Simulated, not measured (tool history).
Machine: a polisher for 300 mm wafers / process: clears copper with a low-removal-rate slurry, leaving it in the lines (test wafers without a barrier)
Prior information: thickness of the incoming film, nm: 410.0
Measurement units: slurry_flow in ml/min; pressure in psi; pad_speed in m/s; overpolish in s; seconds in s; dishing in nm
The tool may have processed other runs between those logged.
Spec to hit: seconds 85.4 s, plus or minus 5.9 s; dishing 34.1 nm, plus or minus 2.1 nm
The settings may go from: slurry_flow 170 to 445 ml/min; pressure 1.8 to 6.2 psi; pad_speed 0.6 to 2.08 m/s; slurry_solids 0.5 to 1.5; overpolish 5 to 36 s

| run | hour | slurry_flow | pressure | pad_speed | slurry_solids | overpolish | seconds | dishing |
|---|---|---|---|---|---|---|---|---|
| 1 | 0 | 285 | 4 | 1.34 | 1 | 18 | 73.053 | 52.691 |
| 2 | 4.6 | 285 | 4 | 1.34 | 0.9 | 18 | 75.896 | 54.023 |
| 3 | 10 | 315 | 4 | 1.34 | 0.9 | 18 | 75.626 | 52.52 |
| 4 | 18.9 | 315 | 3.9 | 1.34 | 0.95 | 16 | 77.146 | 46.43 |
| 5 | 20.4 | 315 | 3.8 | 1.34 | 1 | 15 | 76.47 | 46.761 |
| 6 | 22.6 | 315 | 3.7 | 1.34 | 1 | 14 | 79.928 | 41.518 |
| 7 | 24.7 | 315 | 3.6 | 1.34 | 1 | 13 | 80.232 | 40.989 |
| 8 | 27.8 | 315 | 3.3 | 1.32 | 1 | 8 | 86.118 | 25.537 |
| 9 | 33.7 | 310 | 3.7 | 1.24 | 1 | 12 | 86.173 | 36.491 |

Which of these 4 next moves meets every target?
| A | 39.6 | 315 | 4 | 1.14 | 0.9 | 14 | ? | ? |
| B | 39.6 | 395 | 3.3 | 1.18 | 1.15 | 14 | ? | ? |
| C | 39.6 | 315 | 2.8 | 1.7 | 1.15 | 11 | ? | ? |
| D | 39.6 | 310 | 3.6 | 1.22 | 1.05 | 13 | ? | ? |

| move | seconds | dishing |
|---|---|---|
| A | 80.412 | 42.827 |
| B | 87.699 | 39.845 |
| C | 83.266 | 34.261 |
| D | 82.481 | 39.618 |
A: lands further from the targets than the last run did
B: lands further from the targets than the last run did
C: all results land within tolerance of their targets
D: lands further from the targets than the last run did
Go with C: it meets all targets.
